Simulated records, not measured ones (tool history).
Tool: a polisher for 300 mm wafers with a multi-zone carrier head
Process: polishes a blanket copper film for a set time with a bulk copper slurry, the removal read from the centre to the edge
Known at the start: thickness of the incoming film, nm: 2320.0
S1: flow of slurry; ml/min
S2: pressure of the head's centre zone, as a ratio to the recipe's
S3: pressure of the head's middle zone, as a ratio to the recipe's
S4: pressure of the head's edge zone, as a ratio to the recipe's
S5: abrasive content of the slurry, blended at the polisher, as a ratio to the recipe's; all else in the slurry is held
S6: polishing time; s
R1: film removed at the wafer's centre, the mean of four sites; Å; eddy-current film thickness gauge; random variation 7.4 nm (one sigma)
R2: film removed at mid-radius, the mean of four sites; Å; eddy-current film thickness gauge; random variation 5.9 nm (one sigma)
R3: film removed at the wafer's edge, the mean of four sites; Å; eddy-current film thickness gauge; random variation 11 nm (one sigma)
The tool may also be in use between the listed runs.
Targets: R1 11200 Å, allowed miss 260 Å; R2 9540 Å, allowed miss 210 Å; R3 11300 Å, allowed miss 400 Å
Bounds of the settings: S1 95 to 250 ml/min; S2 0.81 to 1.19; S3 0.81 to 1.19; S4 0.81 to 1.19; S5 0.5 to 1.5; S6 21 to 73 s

run 1 hour=0 | S1=160 S2=1 S3=1 S4=1 S5=1 S6=47 | R1=7347.8 R2=7497.1 R3=7497.9
run 2 hour=4.2 | S1=170 S2=1.02 S3=0.98 S4=1.05 S5=1.1 S6=49 | R1=8107.7 R2=7999.5 R3=8151.2
run 3 hour=8.1 | S1=170 S2=1.02 S3=0.93 S4=1.05 S5=1.1 S6=49 | R1=8098 R2=7677.5 R3=8033.4
run 4 hour=8.7 | S1=160 S2=1.03 S3=0.91 S4=1.08 S5=1.2 S6=52 | R1=8702.2 R2=8169 R3=8744.9
run 5 hour=16.3 | S1=165 S2=1.04 S3=0.89 S4=1.11 S5=1.25 S6=54 | R1=9279.2 R2=8407.3 R3=9582.4
run 6 hour=18.6 | S1=180 S2=1.06 S3=0.9 S4=1.13 S5=1.3 S6=54 | R1=9669.5 R2=8635.2 R3=9674
run 7 hour=20.7 | S1=185 S2=1.07 S3=0.89 S4=1.14 S5=1.35 S6=55 | R1=9995.7 R2=8796.9 R3=9772.3
run 8 hour=28.9 | S1=175 S2=1.08 S3=0.88 S4=1.15 S5=1.4 S6=56 | R1=10405 R2=8979.8 R3=9962.5
run 9 hour=33.8 | S1=185 S2=1.07 S3=0.87 S4=1.16 S5=1.4 S6=57 | R1=10624 R2=9073.8 R3=10468
run 10 hour=39 | S1=195 S2=1.06 S3=0.87 S4=1.17 S5=1.4 S6=57 | R1=10521 R2=9187.1 R3=10494
run 11 hour=47.2 | S1=195 S2=1.06 S3=0.86 S4=1.17 S5=1.4 S6=58 | R1=10639 R2=9381.9 R3=10580
run 12 hour=52 | S1=185 S2=1.06 S3=0.86 S4=1.17 S5=1.4 S6=59 | R1=10796 R2=9283.6 R3=10769
run 13 hour=53.3 | S1=185 S2=1.06 S3=0.85 S4=1.17 S5=1.4 S6=59 | R1=10791 R2=9344 R3=10823
run 14 hour=57.8 | S1=185 S2=1.06 S3=0.84 S4=1.17 S5=1.4 S6=59 | R1=10800 R2=9164.9 R3=10655
run 15 hour=59 | S1=180 S2=1.05 S3=0.83 S4=1.18 S5=1.45 S6=60 | R1=10858 R2=9304.4 R3=11110

4 next moves are on the table. One of them brings every result within its allowed miss. Which?
run A hour=60.2 | S1=145 S2=1.11 S3=0.81 S4=1.19 S5=1.4 S6=62 | R1=? R2=? R3=?
run B hour=60.2 | S1=195 S2=1.13 S3=0.91 S4=1.12 S5=1.2 S6=59 | R1=? R2=? R3=?
run C hour=60.2 | S1=180 S2=1.05 S3=0.83 S4=1.18 S5=1.3 S6=63 | R1=? R2=? R3=?
run D hour=60.2 | S1=175 S2=1.02 S3=0.81 S4=1.19 S5=1.45 S6=61 | R1=? R2=? R3=?

move=A R1=11371 R2=9074.2 R3=10942
move=B R1=11288 R2=9525.6 R3=10220
move=C R1=11226 R2=9590.4 R3=11215
move=D R1=10751 R2=9308.9 R3=11117
A: brings the result that was furthest off to its target, and leaves another outside
B: brings the result that was furthest off to its target, and leaves another outside
C: meets every target
D: further off than the last run
Move C is the one to make.

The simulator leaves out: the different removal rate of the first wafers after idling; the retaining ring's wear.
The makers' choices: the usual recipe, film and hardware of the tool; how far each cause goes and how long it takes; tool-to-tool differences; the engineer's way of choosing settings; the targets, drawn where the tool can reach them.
